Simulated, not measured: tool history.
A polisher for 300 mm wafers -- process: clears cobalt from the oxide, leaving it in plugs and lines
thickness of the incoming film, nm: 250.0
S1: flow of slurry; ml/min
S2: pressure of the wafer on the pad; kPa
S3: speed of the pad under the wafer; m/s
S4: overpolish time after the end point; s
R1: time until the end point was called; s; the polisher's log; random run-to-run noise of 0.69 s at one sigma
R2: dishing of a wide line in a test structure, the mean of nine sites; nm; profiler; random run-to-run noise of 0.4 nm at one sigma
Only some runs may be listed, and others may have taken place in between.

run,hour,S1,S2,S3,S4,R1,R2
1,0.0,130,15.9,0.98,12,53.521,33.504
2,8.0,130,20.0,0.98,12,44.831,38.264
3,13.6,130,20.0,0.98,14,44.103,38.945
4,20.4,160,20.0,0.98,14,42.916,41.169
5,26.5,160,20.0,0.74,14,56.552,36.434
6,27.8,160,20.0,0.74,18,55.262,41.495
7,34.7,150,19.3,0.78,16,56.346,38.248

Run 8, settings as shown, results not yet in. Your forecast:
8,42.2,185,21.4,0.64,10,?,?

R1: 57.564 s
R2: 30.232 nm
